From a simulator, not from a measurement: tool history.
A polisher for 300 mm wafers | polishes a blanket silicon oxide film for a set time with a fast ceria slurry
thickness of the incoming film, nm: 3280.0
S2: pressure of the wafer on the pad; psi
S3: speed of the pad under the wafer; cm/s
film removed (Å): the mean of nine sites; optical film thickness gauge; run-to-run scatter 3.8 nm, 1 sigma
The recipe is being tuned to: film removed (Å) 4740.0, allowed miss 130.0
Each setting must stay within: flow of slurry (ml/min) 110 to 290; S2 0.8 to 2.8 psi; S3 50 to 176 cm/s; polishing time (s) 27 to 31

{"run": 1, "day": 0.0, "flow of slurry (ml/min)": 185, "S2": 1.8, "S3": 112, "polishing time (s)": 31, "film removed (Å)": 2969.9}
{"run": 2, "day": 0.171, "flow of slurry (ml/min)": 190, "S2": 1.9, "S3": 112, "polishing time (s)": 31, "film removed (Å)": 3149.6}
{"run": 3, "day": 0.333, "flow of slurry (ml/min)": 195, "S2": 2.0, "S3": 112, "polishing time (s)": 31, "film removed (Å)": 3290.4}
{"run": 4, "day": 0.55, "flow of slurry (ml/min)": 195, "S2": 2.1, "S3": 112, "polishing time (s)": 31, "film removed (Å)": 3437.6}
{"run": 5, "day": 0.908, "flow of slurry (ml/min)": 195, "S2": 2.2, "S3": 112, "polishing time (s)": 31, "film removed (Å)": 3581.0}
{"run": 6, "day": 0.983, "flow of slurry (ml/min)": 195, "S2": 2.5, "S3": 112, "polishing time (s)": 31, "film removed (Å)": 4087.6}
{"run": 7, "day": 1.129, "flow of slurry (ml/min)": 200, "S2": 2.5, "S3": 112, "polishing time (s)": 31, "film removed (Å)": 4051.3}
{"run": 8, "day": 1.175, "flow of slurry (ml/min)": 200, "S2": 2.7, "S3": 114, "polishing time (s)": 31, "film removed (Å)": 4367.0}

Pick the move, out of 4, that brings all results within their allowed miss; only one does.
{"run": "A", "day": 1.221, "flow of slurry (ml/min)": 195, "S2": 2.8, "S3": 130, "polishing time (s)": 31, "film removed (Å)": "?"}
{"run": "B", "day": 1.221, "flow of slurry (ml/min)": 235, "S2": 2.5, "S3": 112, "polishing time (s)": 31, "film removed (Å)": "?"}
{"run": "C", "day": 1.221, "flow of slurry (ml/min)": 200, "S2": 2.8, "S3": 112, "polishing time (s)": 27, "film removed (Å)": "?"}
{"run": "D", "day": 1.221, "flow of slurry (ml/min)": 180, "S2": 2.7, "S3": 126, "polishing time (s)": 31, "film removed (Å)": "?"}

move=A film_removed_(Å)=5011.1
move=B film_removed_(Å)=4079.8
move=C film_removed_(Å)=3878.8
move=D film_removed_(Å)=4679.1
A: carries the result that was furthest off beyond its target, to the other side
B: moves away from the targets compared with the last run
C: moves away from the targets compared with the last run
D: all results land within tolerance of their targets
The right move is D.

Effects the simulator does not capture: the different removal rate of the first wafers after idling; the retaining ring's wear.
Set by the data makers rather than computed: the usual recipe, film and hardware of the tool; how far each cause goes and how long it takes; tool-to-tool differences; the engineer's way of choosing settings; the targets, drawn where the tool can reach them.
